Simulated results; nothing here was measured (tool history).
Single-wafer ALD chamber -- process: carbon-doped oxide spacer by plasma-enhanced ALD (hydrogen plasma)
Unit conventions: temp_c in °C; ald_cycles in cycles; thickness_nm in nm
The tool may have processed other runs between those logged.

run	hour	temp_c	ald_cycles	thickness_nm
1	0	425	282	14.059
2	8.2	425	268	13.305
3	14.5	425	288	14.307
4	15.1	425	267	13.253
5	21.8	425	238	11.757
6	22.8	421	251	12.591
7	29	417	261	13.274
8	31.8	414	268	13.736
9	35.4	412	274	14.168

Estimate the outcome of run 10 from the log above:
10	38.5	410	279	?

{"run 10": {"thickness_nm": 14.509}}
